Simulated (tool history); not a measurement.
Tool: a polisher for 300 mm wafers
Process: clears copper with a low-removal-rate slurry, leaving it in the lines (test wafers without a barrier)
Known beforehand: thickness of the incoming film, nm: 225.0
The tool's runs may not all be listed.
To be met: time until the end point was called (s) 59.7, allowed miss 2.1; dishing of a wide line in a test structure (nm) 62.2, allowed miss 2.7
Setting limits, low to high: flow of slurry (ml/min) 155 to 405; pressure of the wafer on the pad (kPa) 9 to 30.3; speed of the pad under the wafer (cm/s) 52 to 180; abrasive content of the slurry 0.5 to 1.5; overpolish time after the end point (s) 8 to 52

run	hour	flow of slurry (ml/min)	pressure of the wafer on the pad (kPa)	speed of the pad under the wafer (cm/s)	abrasive content of the slurry	overpolish time after the end point (s)	time until the end point was called (s)	dishing of a wide line in a test structure (nm)
1	0	260	19.3	116	1	26	75.895	47.554
2	5.4	260	20.7	116	1	27	70.342	51.42
3	6.2	260	21.4	116	1	28	68.589	53.759
4	10	320	21.4	116	1	28	66.744	54.129
5	14.5	320	16.5	116	1	28	85.901	45.14
6	21.1	320	16.5	116	1	18	86.666	32.977
7	23.3	320	18.6	116	1	22	76.973	42.118
8	28	320	20	116	1	24	72.543	46.907
9	30.9	320	21.4	116	1	25	66.02	50.785
10	35.4	320	22.1	116	1	26	66.837	54.182
11	42.2	320	22.8	116	1	26	62.517	54.768
12	50.2	320	22.8	116	1	27	62.397	56.244
13	55.1	320	22.8	116	1	28	63.238	57.183
14	60.6	320	22.8	116	1	28	63.294	55.865

Which one of the following 4 next-run settings gets every result inside its allowed miss? There is exactly one.
A	66.1	315	22.1	106	1	38	?	?
B	66.1	290	22.1	130	0.9	31	?	?
C	66.1	300	20	138	1.15	20	?	?
D	66.1	310	22.1	112	1	28	?	?

move	time until the end point was called (s)	dishing of a wide line in a test structure (nm)
A	69.617	62.213
B	58.61	61.188
C	58.1	46.751
D	66.099	53.89
A: gets the furthest-off result to its target, but another result is out of tolerance
B: every result lands within tolerance
C: moves away from the targets compared with the last run
D: moves away from the targets compared with the last run
Go with B: it meets all targets.

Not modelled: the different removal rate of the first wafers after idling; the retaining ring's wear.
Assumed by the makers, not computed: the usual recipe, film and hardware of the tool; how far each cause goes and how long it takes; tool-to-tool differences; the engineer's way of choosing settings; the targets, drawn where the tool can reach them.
